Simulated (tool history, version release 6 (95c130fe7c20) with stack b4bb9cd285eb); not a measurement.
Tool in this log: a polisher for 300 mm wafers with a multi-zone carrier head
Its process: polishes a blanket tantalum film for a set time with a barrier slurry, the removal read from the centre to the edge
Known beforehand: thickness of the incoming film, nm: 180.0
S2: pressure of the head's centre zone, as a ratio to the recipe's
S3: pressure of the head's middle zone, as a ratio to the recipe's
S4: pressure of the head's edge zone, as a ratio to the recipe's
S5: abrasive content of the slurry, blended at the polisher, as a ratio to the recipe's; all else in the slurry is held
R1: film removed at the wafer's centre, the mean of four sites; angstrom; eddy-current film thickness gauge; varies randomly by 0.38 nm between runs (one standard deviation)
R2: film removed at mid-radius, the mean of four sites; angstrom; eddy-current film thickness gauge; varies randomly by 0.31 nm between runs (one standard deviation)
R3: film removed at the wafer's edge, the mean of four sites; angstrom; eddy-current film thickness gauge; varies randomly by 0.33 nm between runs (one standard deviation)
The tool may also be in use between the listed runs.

{"run": 1, "hour": 0.0, "flow of slurry (ml/min)": 300, "S2": 1.0, "S3": 1.0, "S4": 1.0, "S5": 1.0, "polishing time (s)": 53, "R1": 541.74, "R2": 575.28, "R3": 556.97}
{"run": 2, "hour": 1.8, "flow of slurry (ml/min)": 300, "S2": 1.0, "S3": 1.0, "S4": 1.0, "S5": 1.0, "polishing time (s)": 47, "R1": 485.93, "R2": 495.75, "R3": 496.23}
{"run": 3, "hour": 5.0, "flow of slurry (ml/min)": 290, "S2": 0.97, "S3": 0.96, "S4": 0.98, "S5": 0.95, "polishing time (s)": 47, "R1": 459.11, "R2": 471.33, "R3": 480.88}
{"run": 4, "hour": 6.8, "flow of slurry (ml/min)": 290, "S2": 0.97, "S3": 0.96, "S4": 0.98, "S5": 0.85, "polishing time (s)": 47, "R1": 454.51, "R2": 459.56, "R3": 459.89}
{"run": 5, "hour": 8.0, "flow of slurry (ml/min)": 280, "S2": 0.94, "S3": 0.93, "S4": 0.97, "S5": 0.85, "polishing time (s)": 47, "R1": 431.55, "R2": 435.87, "R3": 468.03}
{"run": 6, "hour": 11.1, "flow of slurry (ml/min)": 280, "S2": 0.94, "S3": 0.93, "S4": 0.97, "S5": 0.85, "polishing time (s)": 60, "R1": 552.79, "R2": 574.45, "R3": 588.32}
{"run": 7, "hour": 15.0, "flow of slurry (ml/min)": 270, "S2": 0.91, "S3": 0.91, "S4": 0.95, "S5": 0.75, "polishing time (s)": 58, "R1": 493.73, "R2": 517.62, "R3": 543.21}

What will run 8 give?
{"run": 8, "hour": 20.2, "flow of slurry (ml/min)": 265, "S2": 0.89, "S3": 0.89, "S4": 0.93, "S5": 0.7, "polishing time (s)": 57, "R1": "?", "R2": "?", "R3": "?"}

Logged for run 8: R1 461.94 angstrom, R2 484.72 angstrom, R3 515.41 angstrom.

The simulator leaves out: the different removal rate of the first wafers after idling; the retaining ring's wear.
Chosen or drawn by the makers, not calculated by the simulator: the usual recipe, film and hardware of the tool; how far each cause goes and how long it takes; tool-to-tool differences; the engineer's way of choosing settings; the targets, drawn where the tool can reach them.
